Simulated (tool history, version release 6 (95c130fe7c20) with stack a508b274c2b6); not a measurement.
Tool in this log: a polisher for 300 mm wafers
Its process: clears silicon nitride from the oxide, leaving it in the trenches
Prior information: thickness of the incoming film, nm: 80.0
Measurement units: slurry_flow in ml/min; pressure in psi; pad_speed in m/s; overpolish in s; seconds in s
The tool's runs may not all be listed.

| run | day | slurry_flow | pressure | pad_speed | overpolish | seconds |
|---|---|---|---|---|---|---|
| 1 | 0 | 220 | 3.4 | 0.98 | 11 | 56.738 |
| 2 | 0.188 | 220 | 3.4 | 0.84 | 11 | 64.083 |
| 3 | 0.483 | 220 | 3.4 | 0.84 | 8 | 61.469 |
| 4 | 0.521 | 220 | 3.4 | 0.66 | 8 | 76.267 |
| 5 | 0.696 | 220 | 2.9 | 0.64 | 8 | 92.171 |
| 6 | 0.95 | 220 | 2.9 | 0.82 | 8 | 73.939 |
| 7 | 1.217 | 220 | 2.5 | 0.76 | 8 | 91.27 |
| 8 | 1.45 | 220 | 2.2 | 0.74 | 8 | 102.61 |

Expected results for the next run?
| 9 | 1.788 | 220 | 2 | 0.74 | 8 | ? |

seconds: 115.26 s
